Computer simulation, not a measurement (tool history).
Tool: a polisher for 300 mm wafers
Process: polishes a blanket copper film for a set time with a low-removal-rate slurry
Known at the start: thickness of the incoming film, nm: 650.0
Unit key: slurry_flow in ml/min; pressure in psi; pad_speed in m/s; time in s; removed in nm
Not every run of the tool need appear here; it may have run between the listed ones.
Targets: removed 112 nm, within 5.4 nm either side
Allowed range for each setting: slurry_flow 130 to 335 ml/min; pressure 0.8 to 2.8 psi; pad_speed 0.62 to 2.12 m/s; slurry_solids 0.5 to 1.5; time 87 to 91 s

Run 1, hour 0: slurry_flow 215 ml/min, pressure 1.8 psi, pad_speed 1.36 m/s, slurry_solids 1, time 87 s. Result: removed 242.88 nm.
Run 2, hour 5.5: slurry_flow 215 ml/min, pressure 2.1 psi, pad_speed 1.36 m/s, slurry_solids 1, time 87 s. Result: removed 290.72 nm.
Run 3, hour 13.1: slurry_flow 245 ml/min, pressure 2.1 psi, pad_speed 1.36 m/s, slurry_solids 1, time 87 s. Result: removed 284.73 nm.
Run 4, hour 14: slurry_flow 245 ml/min, pressure 2.1 psi, pad_speed 1.36 m/s, slurry_solids 1, time 87 s. Result: removed 289.09 nm.
Run 5, hour 19.9: slurry_flow 245 ml/min, pressure 2.1 psi, pad_speed 1.36 m/s, slurry_solids 1.15, time 87 s. Result: removed 289.66 nm.
Run 6, hour 25.5: slurry_flow 245 ml/min, pressure 1.9 psi, pad_speed 1.28 m/s, slurry_solids 1.15, time 87 s. Result: removed 251.65 nm.
Run 7, hour 29.1: slurry_flow 245 ml/min, pressure 1.7 psi, pad_speed 1.2 m/s, slurry_solids 1.15, time 87 s. Result: removed 210.51 nm.
Run 8, hour 37.9: slurry_flow 245 ml/min, pressure 1.5 psi, pad_speed 1.16 m/s, slurry_solids 1.15, time 87 s. Result: removed 187.94 nm.
Run 9, hour 43.2: slurry_flow 245 ml/min, pressure 1.4 psi, pad_speed 1.1 m/s, slurry_solids 1.15, time 87 s. Result: removed 164.2 nm.
Run 10, hour 46.3: slurry_flow 245 ml/min, pressure 1.3 psi, pad_speed 1.08 m/s, slurry_solids 1.15, time 87 s. Result: removed 151.07 nm.
Run 11, hour 51.8: slurry_flow 245 ml/min, pressure 1.2 psi, pad_speed 1.08 m/s, slurry_solids 1.15, time 87 s. Result: removed 137.64 nm.

Consider the 5 candidate settings below. Which is the only one whose results all fall within their allowed miss of target?
Run A, hour 57.3: slurry_flow 275 ml/min, pressure 1.1 psi, pad_speed 1.26 m/s, slurry_solids 1.1, time 91 s. Result: removed ?.
Run B, hour 57.3: slurry_flow 235 ml/min, pressure 1.3 psi, pad_speed 1.48 m/s, slurry_solids 1.1, time 87 s. Result: removed ?.
Run C, hour 57.3: slurry_flow 210 ml/min, pressure 1 psi, pad_speed 1.04 m/s, slurry_solids 1.25, time 87 s. Result: removed ?.
Run D, hour 57.3: slurry_flow 250 ml/min, pressure 1.4 psi, pad_speed 0.86 m/s, slurry_solids 1.1, time 87 s. Result: removed ?.
Run E, hour 57.3: slurry_flow 280 ml/min, pressure 1.5 psi, pad_speed 1.2 m/s, slurry_solids 1, time 87 s. Result: removed ?.

move  removed
   A   153.69
   B   198.04
   C   112.15
   D    128.6
   E   185.85
A: lands further from the targets than the last run did
B: lands further from the targets than the last run did
C: in spec on every target
D: nearer the targets than the last run, but a result is still out of spec
E: lands further from the targets than the last run did
The right move is C.
